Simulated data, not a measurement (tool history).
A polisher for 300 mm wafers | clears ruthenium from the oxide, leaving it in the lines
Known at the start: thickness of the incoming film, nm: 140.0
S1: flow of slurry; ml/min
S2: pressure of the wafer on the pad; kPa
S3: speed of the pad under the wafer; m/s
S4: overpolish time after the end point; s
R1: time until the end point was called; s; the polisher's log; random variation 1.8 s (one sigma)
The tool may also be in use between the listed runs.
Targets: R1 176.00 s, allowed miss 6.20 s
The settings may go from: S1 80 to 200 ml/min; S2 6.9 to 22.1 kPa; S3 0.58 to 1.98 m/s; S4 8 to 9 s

run    day   S1    S2    S3  S4      R1
  1  0.000  130  14.5  1.28   9  117.78
  2  0.154  115  14.5  1.28   9  120.31
  3  0.500  105  14.5  1.28   9  123.23
  4  0.712  105  13.8  1.28   9  126.72
  5  0.775  105  13.8  1.28   8  125.87
  6  0.900  105  13.8  1.28   9  127.24
  7  1.162  105  12.4  1.28   9  138.37
  8  1.267  105  11.7  1.28   9  143.86
  9  1.379  105  11.0  1.28   9  151.99
 10  1.517  105  10.3  1.28   9  156.19
 11  1.725  105   9.7  1.28   9  164.26

Which of these 5 next moves meets every target?
  A  1.933   80  10.3  1.48   8   ?
  B  1.933   95   9.0  1.28   8   ?
  C  1.933  145   9.0  1.48   9   ?
  D  1.933  105   7.6  1.30   8   ?
  E  1.933  105  11.0  1.10   8   ?

move      R1
   A  147.41
   B  176.26
   C  148.81
   D  191.65
   E  166.95
A: further off than the last run
B: meets every target
C: further off than the last run
D: takes the result that was furthest off past its target
E: nearer than the last run, and not there yet
Move B is the one to make.
